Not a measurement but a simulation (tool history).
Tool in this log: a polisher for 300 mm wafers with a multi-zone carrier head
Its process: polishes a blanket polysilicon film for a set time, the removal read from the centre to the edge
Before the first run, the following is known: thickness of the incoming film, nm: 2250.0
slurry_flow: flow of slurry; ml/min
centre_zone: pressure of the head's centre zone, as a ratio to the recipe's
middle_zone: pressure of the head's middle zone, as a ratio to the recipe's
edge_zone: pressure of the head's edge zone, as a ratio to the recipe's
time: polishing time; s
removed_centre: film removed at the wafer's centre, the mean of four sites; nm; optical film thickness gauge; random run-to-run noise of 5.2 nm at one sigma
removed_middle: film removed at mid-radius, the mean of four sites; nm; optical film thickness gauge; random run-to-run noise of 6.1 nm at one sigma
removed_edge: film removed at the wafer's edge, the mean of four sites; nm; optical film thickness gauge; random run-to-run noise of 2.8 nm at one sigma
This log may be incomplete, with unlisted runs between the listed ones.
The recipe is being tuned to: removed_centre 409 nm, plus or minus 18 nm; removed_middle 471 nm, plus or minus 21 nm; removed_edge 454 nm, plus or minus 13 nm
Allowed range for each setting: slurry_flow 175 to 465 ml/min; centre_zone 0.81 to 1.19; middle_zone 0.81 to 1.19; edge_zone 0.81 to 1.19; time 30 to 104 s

run 1 hour=0 | slurry_flow=295 centre_zone=1 middle_zone=1 edge_zone=1 time=67 | removed_centre=557.45 removed_middle=577.98 removed_edge=573.49
run 2 hour=3.7 | slurry_flow=290 centre_zone=0.98 middle_zone=0.99 edge_zone=0.98 time=65 | removed_centre=532.21 removed_middle=550.73 removed_edge=559.76
run 3 hour=6.3 | slurry_flow=290 centre_zone=0.97 middle_zone=1 edge_zone=0.97 time=62 | removed_centre=508.8 removed_middle=534.47 removed_edge=529.21
run 4 hour=7 | slurry_flow=290 centre_zone=0.97 middle_zone=0.96 edge_zone=0.97 time=62 | removed_centre=495.35 removed_middle=523.46 removed_edge=529.84
run 5 hour=13.9 | slurry_flow=290 centre_zone=0.96 middle_zone=0.96 edge_zone=0.95 time=60 | removed_centre=475.63 removed_middle=502.79 removed_edge=503.02
run 6 hour=20.6 | slurry_flow=290 centre_zone=0.96 middle_zone=0.96 edge_zone=0.95 time=69 | removed_centre=564.22 removed_middle=567.14 removed_edge=579.71
run 7 hour=27.2 | slurry_flow=290 centre_zone=0.94 middle_zone=0.97 edge_zone=0.94 time=66 | removed_centre=523.05 removed_middle=563.1 removed_edge=551.73
run 8 hour=34.2 | slurry_flow=290 centre_zone=0.93 middle_zone=0.96 edge_zone=0.93 time=64 | removed_centre=501.26 removed_middle=535.51 removed_edge=539.09
run 9 hour=40.4 | slurry_flow=290 centre_zone=0.92 middle_zone=0.96 edge_zone=0.92 time=62 | removed_centre=478.23 removed_middle=513.54 removed_edge=514
run 10 hour=42.7 | slurry_flow=290 centre_zone=0.91 middle_zone=0.96 edge_zone=0.91 time=61 | removed_centre=472.4 removed_middle=512.22 removed_edge=507.79
run 11 hour=45 | slurry_flow=290 centre_zone=0.9 middle_zone=0.96 edge_zone=0.9 time=60 | removed_centre=450.27 removed_middle=507.9 removed_edge=494.32
run 12 hour=50.7 | slurry_flow=290 centre_zone=0.89 middle_zone=0.95 edge_zone=0.89 time=59 | removed_centre=445.62 removed_middle=498.98 removed_edge=481.25
run 13 hour=54.5 | slurry_flow=265 centre_zone=0.82 middle_zone=0.91 edge_zone=0.85 time=57 | removed_centre=385.49 removed_middle=441.93 removed_edge=454.29
run 14 hour=59.5 | slurry_flow=270 centre_zone=0.83 middle_zone=0.91 edge_zone=0.85 time=57 | removed_centre=384.88 removed_middle=444.05 removed_edge=456.14

Which one of the following 5 next-run settings gets every result inside its allowed miss? There is exactly one.
run A hour=64.5 | slurry_flow=300 centre_zone=0.83 middle_zone=1.01 edge_zone=0.81 time=58 | removed_centre=? removed_middle=? removed_edge=?
run B hour=64.5 | slurry_flow=255 centre_zone=0.92 middle_zone=0.86 edge_zone=0.85 time=57 | removed_centre=? removed_middle=? removed_edge=?
run C hour=64.5 | slurry_flow=175 centre_zone=0.85 middle_zone=0.92 edge_zone=0.92 time=58 | removed_centre=? removed_middle=? removed_edge=?
run D hour=64.5 | slurry_flow=330 centre_zone=0.86 middle_zone=0.96 edge_zone=0.89 time=55 | removed_centre=? removed_middle=? removed_edge=?
run E hour=64.5 | slurry_flow=295 centre_zone=0.93 middle_zone=0.82 edge_zone=0.87 time=60 | removed_centre=? removed_middle=? removed_edge=?

move=A removed_centre=401.92 removed_middle=503.45 removed_edge=460.02
move=B removed_centre=428.55 removed_middle=424.17 removed_edge=455.99
move=C removed_centre=375.69 removed_middle=428.86 removed_edge=458.81
move=D removed_centre=399.13 removed_middle=461.76 removed_edge=458.67
move=E removed_centre=464.78 removed_middle=436.91 removed_edge=491.77
A: brings the last run's worst result on target, with another outside its allowed miss
B: takes the biggest miss from the last run beyond its target
C: misses by more than the last run did
D: each result inside its tolerance
E: takes the biggest miss from the last run beyond its target
Move D is the one to make.
